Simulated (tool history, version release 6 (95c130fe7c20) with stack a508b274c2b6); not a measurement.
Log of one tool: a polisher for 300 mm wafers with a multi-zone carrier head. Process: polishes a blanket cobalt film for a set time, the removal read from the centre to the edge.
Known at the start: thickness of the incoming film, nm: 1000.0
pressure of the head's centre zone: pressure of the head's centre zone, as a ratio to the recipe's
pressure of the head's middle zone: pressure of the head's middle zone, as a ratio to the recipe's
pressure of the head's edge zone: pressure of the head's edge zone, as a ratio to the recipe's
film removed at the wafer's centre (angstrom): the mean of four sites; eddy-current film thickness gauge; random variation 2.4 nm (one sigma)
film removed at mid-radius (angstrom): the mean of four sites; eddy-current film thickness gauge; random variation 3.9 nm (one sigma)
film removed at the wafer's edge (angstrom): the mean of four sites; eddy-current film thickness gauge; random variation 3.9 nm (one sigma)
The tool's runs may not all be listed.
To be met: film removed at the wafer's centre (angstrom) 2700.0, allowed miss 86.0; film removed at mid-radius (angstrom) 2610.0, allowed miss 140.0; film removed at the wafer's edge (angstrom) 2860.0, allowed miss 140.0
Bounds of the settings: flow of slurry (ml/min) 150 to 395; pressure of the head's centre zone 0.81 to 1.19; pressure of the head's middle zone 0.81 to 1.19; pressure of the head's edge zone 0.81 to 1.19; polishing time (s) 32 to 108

run  hour  flow of slurry (ml/min)  pressure of the head's centre zone  pressure of the head's middle zone  pressure of the head's edge zone  polishing time (s)  film removed at the wafer's centre (angstrom)  film removed at mid-radius (angstrom)  film removed at the wafer's edge (angstrom)
  1   0.0                      250                                1.00                                1.00                              1.00                  70                                         3587.6                                 3621.3                                       3574.6
  2   8.1                      250                                1.04                                1.00                              1.00                  70                                         3815.7                                 3529.7                                       3675.0
  3  16.5                      245                                1.01                                0.96                              1.00                  67                                         3542.7                                 3443.5                                       3498.5
  4  21.9                      245                                1.06                                0.96                              1.00                  67                                         3683.2                                 3408.7                                       3464.0
  5  29.4                      245                                1.06                                0.96                              1.00                  83                                         4598.0                                 4063.3                                       4223.4
  6  38.3                      240                                1.05                                0.93                              1.02                  74                                         4090.9                                 3524.3                                       3850.9
  7  41.4                      230                                1.02                                0.91                              1.02                  68                                         3566.7                                 3214.9                                       3600.0
  8  43.3                      245                                0.96                                0.89                              0.93                  50                                         2453.0                                 2304.4                                       2498.2
  9  45.8                      245                                0.97                                0.90                              0.96                  50                                         2529.8                                 2325.5                                       2566.9
 10  52.3                      245                                0.97                                0.92                              0.99                  50                                         2550.7                                 2367.0                                       2593.4
 11  57.2                      240                                0.97                                0.93                              1.01                  51                                         2594.8                                 2440.3                                       2623.9
 12  58.8                      240                                0.97                                0.93                              1.01                  51                                         2588.8                                 2408.0                                       2621.4
 13  67.2                      240                                0.96                                0.93                              1.02                  52                                         2571.0                                 2463.5                                       2793.4

4 next moves are on the table. One of them brings every result within its allowed miss. Which?
  A  75.6                      270                                0.97                                0.95                              1.09                  53                                              ?                                      ?                                            ?
  B  75.6                      245                                0.92                                0.98                              0.94                  50                                              ?                                      ?                                            ?
  C  75.6                      235                                1.03                                0.81                              1.12                  52                                              ?                                      ?                                            ?
  D  75.6                      260                                0.88                                0.88                              1.12                  55                                              ?                                      ?                                            ?

move  film removed at the wafer's centre (angstrom)  film removed at mid-radius (angstrom)  film removed at the wafer's edge (angstrom)
   A                                         2710.8                                 2596.7                                       2932.9
   B                                         2401.2                                 2488.3                                       2581.3
   C                                         2782.9                                 2227.8                                       2889.1
   D                                         2539.3                                 2533.7                                       3075.0
A: meets every target
B: further off than the last run
C: brings the result that was furthest off to its target, and leaves another outside
D: further off than the last run
Move A is the one to make.
